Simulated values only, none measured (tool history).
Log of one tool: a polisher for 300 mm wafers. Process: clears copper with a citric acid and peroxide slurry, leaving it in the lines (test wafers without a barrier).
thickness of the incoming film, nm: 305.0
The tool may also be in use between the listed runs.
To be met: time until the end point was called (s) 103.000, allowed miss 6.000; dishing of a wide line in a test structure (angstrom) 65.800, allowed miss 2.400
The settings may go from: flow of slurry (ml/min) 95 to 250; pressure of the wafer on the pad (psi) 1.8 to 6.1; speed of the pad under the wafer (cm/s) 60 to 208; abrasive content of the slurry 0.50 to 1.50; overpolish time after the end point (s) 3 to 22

run,hour,flow of slurry (ml/min),pressure of the wafer on the pad (psi),speed of the pad under the wafer (cm/s),abrasive content of the slurry,overpolish time after the end point (s),time until the end point was called (s),dishing of a wide line in a test structure (angstrom)
1,0.0,160,3.9,134,1.00,11,84.013,222.000
2,0.9,160,3.9,154,1.00,11,73.841,232.690
3,7.2,140,3.2,152,0.85,8,89.621,163.360
4,9.2,140,3.2,138,0.85,8,98.379,153.670
5,18.1,140,3.2,138,0.85,5,100.080,105.600
6,19.2,140,3.2,112,0.85,5,118.630,91.244
7,21.7,155,3.8,94,0.95,4,111.460,77.910
8,29.2,170,4.0,86,1.00,4,112.530,79.007
9,31.0,155,4.3,78,1.00,4,114.050,77.125
10,39.9,185,4.4,72,0.95,4,116.510,75.494
11,45.2,155,4.5,68,1.15,4,118.170,76.101
12,54.0,165,4.8,66,0.95,4,120.080,75.227
13,61.7,195,4.4,66,1.15,4,122.320,74.616
14,66.6,160,4.8,64,0.95,4,120.690,73.334
15,73.7,180,5.1,62,0.80,4,119.650,74.306
16,77.2,180,4.9,62,0.95,4,120.140,73.260
17,82.9,205,5.2,62,0.80,4,117.390,76.755
18,89.0,170,5.0,62,1.05,4,118.590,75.786

4 next moves are on the table. One of them brings every result within its allowed miss. Which?
A,95.1,160,4.5,68,1.30,3,?,?
B,95.1,155,3.8,60,1.20,6,?,?
C,95.1,220,3.7,60,1.00,6,?,?
D,95.1,175,5.6,64,1.10,3,?,?

move,time until the end point was called (s),dishing of a wide line in a test structure (angstrom)
A,114.440,59.769
B,147.440,88.401
C,150.190,86.989
D,101.020,66.969
A: takes the result that was furthest off past its target
B: further off than the last run
C: further off than the last run
D: meets every target
Answer: D
